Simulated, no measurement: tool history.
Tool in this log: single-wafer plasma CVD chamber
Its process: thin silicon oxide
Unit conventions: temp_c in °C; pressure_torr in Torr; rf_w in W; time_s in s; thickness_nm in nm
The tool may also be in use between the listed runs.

run	hour	temp_c	pressure_torr	rf_w	time_s	thickness_nm
1	0.0	390	0.537	360	14.0	18.474
2	0.6	390	0.537	315	14.0	17.840
3	9.5	390	0.554	315	14.0	18.290
4	15.8	390	0.554	315	14.5	19.006
5	24.8	390	0.565	315	14.5	19.429
6	32.6	390	0.565	315	14.0	18.770
7	40.1	390	0.577	315	14.0	19.048
8	46.1	390	0.588	315	14.0	19.482
9	47.6	390	0.597	315	14.0	19.678
10	49.3	390	0.605	315	14.0	20.001

Run 11 comes next. What will it give?
11	53.8	390	0.611	315	14.0	?

thickness_nm: 20.152 nm
